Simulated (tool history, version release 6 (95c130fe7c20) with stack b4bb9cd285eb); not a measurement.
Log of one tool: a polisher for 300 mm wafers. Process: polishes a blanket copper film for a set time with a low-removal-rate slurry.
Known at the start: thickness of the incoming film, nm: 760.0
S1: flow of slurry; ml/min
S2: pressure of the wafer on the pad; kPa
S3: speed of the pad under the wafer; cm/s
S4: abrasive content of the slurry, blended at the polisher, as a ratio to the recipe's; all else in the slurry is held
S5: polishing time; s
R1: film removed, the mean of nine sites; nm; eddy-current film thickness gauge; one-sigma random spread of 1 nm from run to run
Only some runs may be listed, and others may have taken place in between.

{"run": 1, "hour": 0.0, "S1": 190, "S2": 23.4, "S3": 130, "S4": 1.0, "S5": 38, "R1": 202.01}
{"run": 2, "hour": 8.0, "S1": 190, "S2": 17.9, "S3": 130, "S4": 1.0, "S5": 38, "R1": 161.32}
{"run": 3, "hour": 8.6, "S1": 190, "S2": 17.9, "S3": 162, "S4": 1.0, "S5": 38, "R1": 195.75}
{"run": 4, "hour": 17.3, "S1": 190, "S2": 17.9, "S3": 176, "S4": 1.0, "S5": 38, "R1": 214.08}
{"run": 5, "hour": 19.9, "S1": 190, "S2": 17.9, "S3": 194, "S4": 1.0, "S5": 38, "R1": 235.38}
{"run": 6, "hour": 25.2, "S1": 190, "S2": 17.9, "S3": 204, "S4": 1.0, "S5": 38, "R1": 249.75}
{"run": 7, "hour": 26.8, "S1": 185, "S2": 15.9, "S3": 180, "S4": 1.0, "S5": 38, "R1": 193.3}
{"run": 8, "hour": 32.4, "S1": 170, "S2": 13.8, "S3": 170, "S4": 1.0, "S5": 38, "R1": 157.52}

The next listed run, before its measurement:
{"run": 9, "hour": 40.5, "S1": 155, "S2": 12.4, "S3": 168, "S4": 1.0, "S5": 38, "R1": "?"}

R1: 139.75 nm
